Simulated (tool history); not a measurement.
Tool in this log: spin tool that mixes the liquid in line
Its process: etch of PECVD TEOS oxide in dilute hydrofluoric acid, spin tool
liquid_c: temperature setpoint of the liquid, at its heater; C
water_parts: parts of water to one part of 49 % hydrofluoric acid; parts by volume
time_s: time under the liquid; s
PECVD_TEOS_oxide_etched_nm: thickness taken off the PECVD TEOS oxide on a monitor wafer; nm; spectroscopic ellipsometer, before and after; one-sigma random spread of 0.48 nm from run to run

run,hour,liquid_c,water_parts,time_s,PECVD_TEOS_oxide_etched_nm
1,0,20,90,185,32.046
2,1.8,21.5,90,185,33.671
3,6.2,21.5,90,200,36.507
4,13.8,21.5,120,200,27.214
5,18.6,24,120,200,29.599
6,27.3,25,105,200,35.595

The next listed run, before its measurement:
7,30.7,26,95,200,?

Run 7 produced PECVD_TEOS_oxide_etched_nm 41.512 nm.

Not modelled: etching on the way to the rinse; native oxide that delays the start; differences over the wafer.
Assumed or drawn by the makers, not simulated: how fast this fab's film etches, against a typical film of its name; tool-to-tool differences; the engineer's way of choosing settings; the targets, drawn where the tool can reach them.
